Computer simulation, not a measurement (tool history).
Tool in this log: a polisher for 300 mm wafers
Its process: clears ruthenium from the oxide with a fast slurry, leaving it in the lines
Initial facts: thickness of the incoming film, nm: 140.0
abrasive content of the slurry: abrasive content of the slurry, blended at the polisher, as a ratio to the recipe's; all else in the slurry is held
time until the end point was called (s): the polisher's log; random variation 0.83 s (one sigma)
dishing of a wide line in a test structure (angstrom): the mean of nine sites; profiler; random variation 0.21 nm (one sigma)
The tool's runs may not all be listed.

run,hour,flow of slurry (ml/min),pressure of the wafer on the pad (kPa),speed of the pad under the wafer (cm/s),abrasive content of the slurry,overpolish time after the end point (s),time until the end point was called (s),dishing of a wide line in a test structure (angstrom)
1,0.0,140,20.0,76,1.00,17,50.182,362.830
2,1.1,140,20.0,76,1.20,17,46.711,384.620
3,4.4,140,17.9,76,1.25,14,49.374,315.050
4,8.5,135,15.2,76,1.30,11,54.406,234.420
5,14.1,135,15.2,62,1.30,11,65.345,192.680
6,19.1,120,15.9,58,1.35,9,69.478,152.650
7,25.9,85,21.4,38,1.50,5,90.041,64.634
8,29.0,110,23.4,38,1.50,5,79.015,77.375
9,31.8,125,25.5,38,1.50,5,72.256,84.011
10,40.6,125,25.5,38,1.50,5,71.953,83.566

What will run 11 give?
11,48.2,140,30.3,40,1.50,6,?,?

{"run 11": {"time until the end point was called (s)": 59.379, "dishing of a wide line in a test structure (angstrom)": 120.29}}

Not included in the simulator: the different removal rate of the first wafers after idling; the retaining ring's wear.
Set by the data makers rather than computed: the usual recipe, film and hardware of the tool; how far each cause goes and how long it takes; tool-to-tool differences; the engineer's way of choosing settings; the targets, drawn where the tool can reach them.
